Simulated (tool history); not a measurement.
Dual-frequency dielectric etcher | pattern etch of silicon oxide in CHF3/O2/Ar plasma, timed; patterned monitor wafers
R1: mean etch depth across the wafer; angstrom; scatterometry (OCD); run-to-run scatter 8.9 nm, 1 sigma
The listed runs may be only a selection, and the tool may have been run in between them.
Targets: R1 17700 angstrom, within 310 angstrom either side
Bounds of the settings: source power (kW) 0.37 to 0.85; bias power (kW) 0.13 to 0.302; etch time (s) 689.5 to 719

Run 1, hour 0: source power (kW) 0.61, bias power (kW) 0.216, etch time (s) 689.5. Result: R1 13461 angstrom.
Run 2, hour 2.1: source power (kW) 0.66, bias power (kW) 0.234, etch time (s) 692.5. Result: R1 14932 angstrom.
Run 3, hour 10.5: source power (kW) 0.7, bias power (kW) 0.235, etch time (s) 692.5. Result: R1 15516 angstrom.
Run 4, hour 12: source power (kW) 0.73, bias power (kW) 0.236, etch time (s) 692.5. Result: R1 15889 angstrom.
Run 5, hour 20.5: source power (kW) 0.76, bias power (kW) 0.237, etch time (s) 692.5. Result: R1 16101 angstrom.
Run 6, hour 28.3: source power (kW) 0.71, bias power (kW) 0.237, etch time (s) 692.5. Result: R1 15693 angstrom.
Run 7, hour 33.3: source power (kW) 0.74, bias power (kW) 0.239, etch time (s) 692.5. Result: R1 16119 angstrom.
Run 8, hour 34.8: source power (kW) 0.76, bias power (kW) 0.24, etch time (s) 692.5. Result: R1 16328 angstrom.
Run 9, hour 35.8: source power (kW) 0.85, bias power (kW) 0.262, etch time (s) 695.5. Result: R1 18245 angstrom.
Run 10, hour 44.7: source power (kW) 0.84, bias power (kW) 0.262, etch time (s) 695.5. Result: R1 18036 angstrom.
Run 11, hour 51.5: source power (kW) 0.83, bias power (kW) 0.262, etch time (s) 695.5. Result: R1 18072 angstrom.

Consider the 5 candidate settings below. Which is the only one whose results all fall within their allowed miss of target?
Run A, hour 58.3: source power (kW) 0.77, bias power (kW) 0.247, etch time (s) 693.5. Result: R1 ?.
Run B, hour 58.3: source power (kW) 0.85, bias power (kW) 0.236, etch time (s) 689.5. Result: R1 ?.
Run C, hour 58.3: source power (kW) 0.8, bias power (kW) 0.269, etch time (s) 719. Result: R1 ?.
Run D, hour 58.3: source power (kW) 0.8, bias power (kW) 0.244, etch time (s) 689.5. Result: R1 ?.
Run E, hour 58.3: source power (kW) 0.82, bias power (kW) 0.25, etch time (s) 706. Result: R1 ?.

move     R1
   A  16611
   B  16977
   C  18379
   D  16744
   E  17592
A: takes the biggest miss from the last run beyond its target
B: takes the biggest miss from the last run beyond its target
C: its largest miss is bigger than the last run's
D: takes the biggest miss from the last run beyond its target
E: in spec on every target
Correct choice: E, which meets every target
